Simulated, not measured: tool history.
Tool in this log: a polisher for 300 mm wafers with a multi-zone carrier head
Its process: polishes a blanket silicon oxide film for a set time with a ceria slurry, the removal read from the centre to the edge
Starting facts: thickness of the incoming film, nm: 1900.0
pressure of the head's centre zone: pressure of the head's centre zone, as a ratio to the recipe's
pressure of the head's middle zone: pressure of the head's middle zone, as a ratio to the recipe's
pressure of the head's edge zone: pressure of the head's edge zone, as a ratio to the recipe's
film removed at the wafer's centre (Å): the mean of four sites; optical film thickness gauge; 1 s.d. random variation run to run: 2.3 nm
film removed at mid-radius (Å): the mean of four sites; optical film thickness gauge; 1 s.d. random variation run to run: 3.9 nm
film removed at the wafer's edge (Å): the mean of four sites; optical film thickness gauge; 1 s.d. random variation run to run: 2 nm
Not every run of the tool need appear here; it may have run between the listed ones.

run	hour	flow of slurry (ml/min)	pressure of the head's centre zone	pressure of the head's middle zone	pressure of the head's edge zone	polishing time (s)	film removed at the wafer's centre (Å)	film removed at mid-radius (Å)	film removed at the wafer's edge (Å)
1	0	195	1	1	1	53	2535.8	2458.5	2546.8
2	1.2	205	1.01	1.02	1	53	2617.7	2603.1	2552.2
3	4.3	215	1.02	1.02	1	53	2651.1	2559.5	2524.5
4	8.3	220	1.03	1.03	1.01	53	2729.1	2656.9	2584.3
5	9.5	220	1.03	1.07	1.01	53	2663.1	2708.5	2583.8
6	12.7	220	1.03	1.12	1.01	53	2673.3	2820.3	2568.2
7	19.5	230	1.04	1.12	1.01	53	2713.4	2800.7	2526.6

What will run 8 give?
8	28.3	235	1.05	1.12	1.02	53	?	?	?

{"run 8": {"film removed at the wafer's centre (Å)": 2755.7, "film removed at mid-radius (Å)": 2786.3, "film removed at the wafer's edge (Å)": 2634.3}}
